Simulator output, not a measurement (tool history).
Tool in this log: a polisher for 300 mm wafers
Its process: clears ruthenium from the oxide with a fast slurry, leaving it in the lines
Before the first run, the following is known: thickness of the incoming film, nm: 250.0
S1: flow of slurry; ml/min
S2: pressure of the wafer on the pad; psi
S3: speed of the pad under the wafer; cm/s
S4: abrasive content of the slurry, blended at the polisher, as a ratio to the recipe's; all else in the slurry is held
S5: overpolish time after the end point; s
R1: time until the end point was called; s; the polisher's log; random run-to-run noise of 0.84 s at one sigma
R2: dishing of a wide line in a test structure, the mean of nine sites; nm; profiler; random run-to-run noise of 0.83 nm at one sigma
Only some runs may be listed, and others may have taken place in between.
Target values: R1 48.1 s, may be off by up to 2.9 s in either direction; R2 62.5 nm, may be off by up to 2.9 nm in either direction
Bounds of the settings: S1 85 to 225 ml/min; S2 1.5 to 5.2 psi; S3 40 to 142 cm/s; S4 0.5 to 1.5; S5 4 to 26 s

run    day   S1   S2  S3    S4  S5      R1      R2
  1      0  145  3.3  90     1  13  58.671  45.462
  2    0.2  145  3.4  90     1  14  57.482  49.017
  3   0.45  145  3.4  90     1  12   56.16  43.682
  4  0.712  145  3.4  90  0.95  12  57.751  41.031
  5  0.833  120  3.4  90  0.95  12  62.378  40.409
  6  0.925  155  3.4  90  0.95  12  58.891  42.558
  7  1.254  155  3.6  90  0.95  13   55.63  48.133
  8  1.325  160  3.7  90  0.95  13  54.515  47.364
  9  1.696  160  3.8  90  0.95  14  53.551  52.117
 10  1.725  165  4.2  90  0.95  15  50.009  59.308
 11  1.962  170  4.3  90  0.95  15  47.249  60.796
 12  2.054  170  4.3  90  0.95  15  47.012  59.865

Which single option among these 4 for the next run brings every result within its allowed miss of target? Just one does.
  A  2.146  210  3.6   96   1.1  14   ?   ?
  B  2.146   85  3.1  114  1.35  15   ?   ?
  C  2.146  135  4.5   82  1.05  14   ?   ?
  D  2.146  210  4.4   90  0.85  16   ?   ?

move      R1      R2
   A  45.372  56.453
   B  47.851  57.167
   C  48.716  53.319
   D  46.289   61.72
A: misses by more than the last run did
B: misses by more than the last run did
C: misses by more than the last run did
D: hits every target within its allowed miss
The right move is D.

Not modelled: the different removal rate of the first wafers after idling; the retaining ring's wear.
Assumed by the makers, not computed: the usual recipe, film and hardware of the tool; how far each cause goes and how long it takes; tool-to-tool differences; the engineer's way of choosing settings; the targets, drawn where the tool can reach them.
